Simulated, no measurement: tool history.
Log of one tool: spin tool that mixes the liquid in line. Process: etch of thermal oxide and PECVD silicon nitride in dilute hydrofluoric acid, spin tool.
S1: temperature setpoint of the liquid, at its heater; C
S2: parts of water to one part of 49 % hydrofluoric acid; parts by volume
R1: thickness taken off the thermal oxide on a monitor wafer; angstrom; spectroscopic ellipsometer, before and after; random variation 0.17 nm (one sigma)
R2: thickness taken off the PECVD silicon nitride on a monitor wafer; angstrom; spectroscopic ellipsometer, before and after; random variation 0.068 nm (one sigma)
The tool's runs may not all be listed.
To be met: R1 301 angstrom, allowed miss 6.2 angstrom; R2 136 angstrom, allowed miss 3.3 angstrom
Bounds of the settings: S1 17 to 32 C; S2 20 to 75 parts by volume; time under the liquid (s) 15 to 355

{"run": 1, "hour": 0.0, "S1": 24, "S2": 45, "time under the liquid (s)": 180, "R1": 242.59, "R2": 113.88}
{"run": 2, "hour": 5.4, "S1": 24, "S2": 40, "time under the liquid (s)": 175, "R1": 266.85, "R2": 123.42}
{"run": 3, "hour": 13.7, "S1": 26, "S2": 40, "time under the liquid (s)": 175, "R1": 291, "R2": 140.24}
{"run": 4, "hour": 15.0, "S1": 26, "S2": 35, "time under the liquid (s)": 175, "R1": 333.32, "R2": 160.05}
{"hour": 23.5, "done": "hydrofluoric acid flow meter replaced"}
{"run": 5, "hour": 23.5, "S1": 26, "S2": 40, "time under the liquid (s)": 175, "R1": 259.86, "R2": 126.87}
{"run": 6, "hour": 28.6, "S1": 25.5, "S2": 40, "time under the liquid (s)": 175, "R1": 254.61, "R2": 124.35}
{"run": 7, "hour": 36.6, "S1": 25, "S2": 40, "time under the liquid (s)": 175, "R1": 248.65, "R2": 120.3}
{"run": 8, "hour": 43.9, "S1": 24, "S2": 35, "time under the liquid (s)": 170, "R1": 268.36, "R2": 123.96}
{"run": 9, "hour": 48.7, "S1": 24, "S2": 30, "time under the liquid (s)": 170, "R1": 313.14, "R2": 144.15}
{"run": 10, "hour": 56.2, "S1": 23.5, "S2": 30, "time under the liquid (s)": 170, "R1": 307.47, "R2": 139.57}

Which of these 4 next moves meets every target?
{"run": "A", "hour": 63.7, "S1": 21.5, "S2": 25, "time under the liquid (s)": 150, "R1": "?", "R2": "?"}
{"run": "B", "hour": 63.7, "S1": 24.5, "S2": 30, "time under the liquid (s)": 150, "R1": "?", "R2": "?"}
{"run": "C", "hour": 63.7, "S1": 23, "S2": 35, "time under the liquid (s)": 200, "R1": "?", "R2": "?"}
{"run": "D", "hour": 63.7, "S1": 23, "S2": 35, "time under the liquid (s)": 190, "R1": "?", "R2": "?"}

move=A R1=302.86 R2=128.23
move=B R1=284.61 R2=132.21
move=C R1=303.46 R2=137.08
move=D R1=288.28 R2=130.22
A: takes the result that was furthest off past its target
B: takes the result that was furthest off past its target
C: meets every target
D: takes the result that was furthest off past its target
The right move is C.
